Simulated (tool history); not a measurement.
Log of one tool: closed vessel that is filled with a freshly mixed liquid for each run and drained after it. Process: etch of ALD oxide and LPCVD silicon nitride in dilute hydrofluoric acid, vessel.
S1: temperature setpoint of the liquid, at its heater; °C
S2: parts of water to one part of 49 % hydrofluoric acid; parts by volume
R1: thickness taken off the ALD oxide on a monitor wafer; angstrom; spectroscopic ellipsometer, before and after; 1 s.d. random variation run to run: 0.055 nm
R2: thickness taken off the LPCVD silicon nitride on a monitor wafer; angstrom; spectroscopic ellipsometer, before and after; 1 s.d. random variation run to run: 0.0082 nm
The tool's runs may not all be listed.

{"run": 1, "hour": 0.0, "S1": 24, "S2": 125, "time in the liquid (s)": 295, "R1": 345.01, "R2": 12.938}
{"run": 2, "hour": 6.5, "S1": 22.5, "S2": 125, "time in the liquid (s)": 295, "R1": 315.9, "R2": 12.06}
{"run": 3, "hour": 14.6, "S1": 21, "S2": 155, "time in the liquid (s)": 265, "R1": 211.58, "R2": 7.4825}
{"run": 4, "hour": 22.7, "S1": 22.5, "S2": 175, "time in the liquid (s)": 205, "R1": 149.29, "R2": 6.1306}
{"hour": 23.8, "done": "thermometer replaced"}
{"run": 5, "hour": 23.8, "S1": 22.5, "S2": 190, "time in the liquid (s)": 180, "R1": 109.91, "R2": 4.0938}
{"run": 6, "hour": 32.6, "S1": 22.5, "S2": 190, "time in the liquid (s)": 250, "R1": 151.93, "R2": 5.9174}
{"run": 7, "hour": 39.3, "S1": 23, "S2": 200, "time in the liquid (s)": 205, "R1": 120.43, "R2": 4.7438}

Forecast run 8:
{"run": 8, "hour": 43.7, "S1": 23.5, "S2": 205, "time in the liquid (s)": 175, "R1": "?", "R2": "?"}

{"run 8": {"R1": 100.78, "R2": 4.0614}}
